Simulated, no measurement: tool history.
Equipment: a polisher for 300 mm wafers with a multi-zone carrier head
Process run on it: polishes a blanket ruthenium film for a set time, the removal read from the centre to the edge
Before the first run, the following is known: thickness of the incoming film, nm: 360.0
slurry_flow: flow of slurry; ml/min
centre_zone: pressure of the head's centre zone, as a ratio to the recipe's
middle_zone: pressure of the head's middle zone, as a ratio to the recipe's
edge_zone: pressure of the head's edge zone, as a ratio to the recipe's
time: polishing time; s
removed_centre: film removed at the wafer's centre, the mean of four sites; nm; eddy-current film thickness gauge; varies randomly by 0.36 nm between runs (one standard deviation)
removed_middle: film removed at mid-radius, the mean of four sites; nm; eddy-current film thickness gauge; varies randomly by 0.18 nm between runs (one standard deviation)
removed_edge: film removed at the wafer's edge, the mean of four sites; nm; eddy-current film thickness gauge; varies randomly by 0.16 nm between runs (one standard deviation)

run 1 day=0 | slurry_flow=180 centre_zone=1 middle_zone=1 edge_zone=1 time=40 | removed_centre=48.543 removed_middle=47.927 removed_edge=48.699
run 2 day=0.325 | slurry_flow=175 centre_zone=1.01 middle_zone=0.98 edge_zone=0.96 time=35 | removed_centre=43.671 removed_middle=41.051 removed_edge=42.215
run 3 day=0.588 | slurry_flow=170 centre_zone=1.01 middle_zone=0.98 edge_zone=0.93 time=31 | removed_centre=38.293 removed_middle=36.52 removed_edge=36.552
run 4 day=0.862 | slurry_flow=170 centre_zone=1.01 middle_zone=1.02 edge_zone=0.93 time=31 | removed_centre=37.588 removed_middle=37.463 removed_edge=36.463
run 5 day=0.996 | slurry_flow=165 centre_zone=1.02 middle_zone=1 edge_zone=0.91 time=29 | removed_centre=35.6 removed_middle=34.423 removed_edge=33.797
run 6 day=1.112 | slurry_flow=165 centre_zone=0.98 middle_zone=1 edge_zone=0.91 time=29 | removed_centre=33.672 removed_middle=34.326 removed_edge=33.666
run 7 day=1.3 | slurry_flow=160 centre_zone=0.99 middle_zone=0.98 edge_zone=0.89 time=28 | removed_centre=34.268 removed_middle=32.925 removed_edge=32.35
run 8 day=1.333 | slurry_flow=130 centre_zone=0.96 middle_zone=0.91 edge_zone=0.81 time=21 | removed_centre=23.563 removed_middle=22.627 removed_edge=22.786
run 9 day=1.367 | slurry_flow=130 centre_zone=0.96 middle_zone=0.91 edge_zone=0.81 time=21 | removed_centre=23.652 removed_middle=22.505 removed_edge=22.753
run 10 day=1.508 | slurry_flow=130 centre_zone=0.96 middle_zone=0.91 edge_zone=0.81 time=21 | removed_centre=24 removed_middle=22.432 removed_edge=22.706

Estimate the outcome of run 11 from the log above:
run 11 day=1.85 | slurry_flow=155 centre_zone=0.97 middle_zone=0.91 edge_zone=0.81 time=21 | removed_centre=? removed_middle=? removed_edge=?

{"run 11": {"removed_centre": 24.352, "removed_middle": 23.157, "removed_edge": 23.026}}

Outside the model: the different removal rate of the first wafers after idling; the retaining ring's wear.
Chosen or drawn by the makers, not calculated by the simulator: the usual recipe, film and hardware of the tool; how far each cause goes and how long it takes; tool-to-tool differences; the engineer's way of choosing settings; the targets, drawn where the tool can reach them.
